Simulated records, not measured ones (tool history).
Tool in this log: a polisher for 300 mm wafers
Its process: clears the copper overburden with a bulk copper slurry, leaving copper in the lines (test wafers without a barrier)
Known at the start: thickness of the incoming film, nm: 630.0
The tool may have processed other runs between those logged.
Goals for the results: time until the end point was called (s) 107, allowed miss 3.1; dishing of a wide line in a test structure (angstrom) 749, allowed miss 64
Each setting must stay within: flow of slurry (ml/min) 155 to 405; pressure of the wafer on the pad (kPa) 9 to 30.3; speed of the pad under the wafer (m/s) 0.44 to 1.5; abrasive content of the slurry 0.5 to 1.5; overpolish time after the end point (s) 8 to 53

| run | hour | flow of slurry (ml/min) | pressure of the wafer on the pad (kPa) | speed of the pad under the wafer (m/s) | abrasive content of the slurry | overpolish time after the end point (s) | time until the end point was called (s) | dishing of a wide line in a test structure (angstrom) |
|---|---|---|---|---|---|---|---|---|
| 1 | 0 | 260 | 19.3 | 0.96 | 1 | 27 | 90.105 | 811.37 |
| 2 | 5.5 | 260 | 19.3 | 0.96 | 1 | 19 | 89.195 | 660.6 |
| 3 | 7.9 | 260 | 18.6 | 0.96 | 1 | 22 | 91.896 | 707.07 |
| 4 | 13.4 | 260 | 18.6 | 0.96 | 1 | 16 | 89.874 | 568.79 |
| 5 | 22 | 260 | 17.9 | 0.96 | 1 | 20 | 93.623 | 653.29 |
| 6 | 31 | 230 | 17.9 | 0.96 | 1 | 20 | 96.512 | 652.83 |
|  | 35.7 | slurry nozzle cleaned |
| 7 | 35.7 | 220 | 17.2 | 0.96 | 1 | 22 | 91.283 | 720.48 |
| 8 | 40.4 | 250 | 16.5 | 0.96 | 1 | 24 | 91.744 | 751.19 |
| 9 | 42.5 | 245 | 14.5 | 0.92 | 1 | 25 | 103.61 | 699.6 |

Next run, 4 choices. One meets every target within its allowed miss, the rest don't. Which?
| A | 44.6 | 270 | 20.7 | 0.78 | 1.05 | 21 | ? | ? |
| B | 44.6 | 285 | 10.3 | 1 | 1.25 | 30 | ? | ? |
| C | 44.6 | 240 | 14.5 | 0.82 | 1.05 | 31 | ? | ? |
| D | 44.6 | 215 | 11.7 | 1.02 | 0.95 | 19 | ? | ? |

| move | time until the end point was called (s) | dishing of a wide line in a test structure (angstrom) |
|---|---|---|
| A | 96.299 | 699.04 |
| B | 107.34 | 754.53 |
| C | 115.24 | 766.61 |
| D | 107.83 | 578.34 |
A: its largest miss is bigger than the last run's
B: all results land within tolerance of their targets
C: pushes the last run's worst result past its target
D: puts the biggest miss on target and leaves a different result outside tolerance
Go with B: it meets all targets.
